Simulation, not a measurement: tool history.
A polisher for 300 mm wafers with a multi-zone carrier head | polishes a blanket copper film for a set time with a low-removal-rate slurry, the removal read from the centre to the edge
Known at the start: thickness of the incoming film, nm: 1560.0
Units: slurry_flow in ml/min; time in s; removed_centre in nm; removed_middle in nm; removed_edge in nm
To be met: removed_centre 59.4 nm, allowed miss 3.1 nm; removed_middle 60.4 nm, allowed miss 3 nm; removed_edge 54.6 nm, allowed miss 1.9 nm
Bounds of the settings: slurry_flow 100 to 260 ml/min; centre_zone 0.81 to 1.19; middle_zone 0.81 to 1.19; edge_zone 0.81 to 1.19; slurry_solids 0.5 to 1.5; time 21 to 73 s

run	hour	slurry_flow	centre_zone	middle_zone	edge_zone	slurry_solids	time	removed_centre	removed_middle	removed_edge
1	0	165	1	1	1	1	47	87.316	86.76	88.091
2	5.8	165	1	1.01	0.96	0.9	43	74.734	75.917	77
3	11.9	165	1.03	1.04	0.92	0.8	41	72.656	71.593	68.421
4	13.7	160	1.03	1.05	0.89	0.7	40	67.408	66.24	60.944
5	16.7	150	1.02	1.05	0.87	0.7	40	63.325	66.012	61.397
6	18.5	145	1.03	1.05	0.86	0.65	40	62.58	64.439	58.16
7	25.7	140	1.04	1.04	0.85	0.65	40	62.927	63.407	58.113
8	30.4	135	1.04	1.04	0.84	0.65	40	63.502	60.867	57.295
# hour 34.3: edge zone pressure recalibrated
9	34.3	125	1	1.09	0.81	0.55	40	54.948	58.983	50.305

5 next moves are on the table. One of them brings every result within its allowed miss. Which?
A	38.2	125	1.09	1.12	0.82	0.55	37	?	?	?
B	38.2	110	1.03	1.05	0.82	0.65	41	?	?	?
C	38.2	100	0.87	1.12	0.9	0.55	43	?	?	?
D	38.2	110	0.89	0.96	0.9	0.7	38	?	?	?
E	38.2	135	1.08	1.11	0.81	0.55	39	?	?	?

move	removed_centre	removed_middle	removed_edge
A	55.513	54.205	47.117
B	60.8	59.255	54.761
C	50.82	58.918	54.525
D	52.263	52.875	54.527
E	59.414	57.854	50.079
A: further off than the last run
B: meets every target
C: brings the result that was furthest off to its target, and leaves another outside
D: brings the result that was furthest off to its target, and leaves another outside
E: further off than the last run
Answer: B
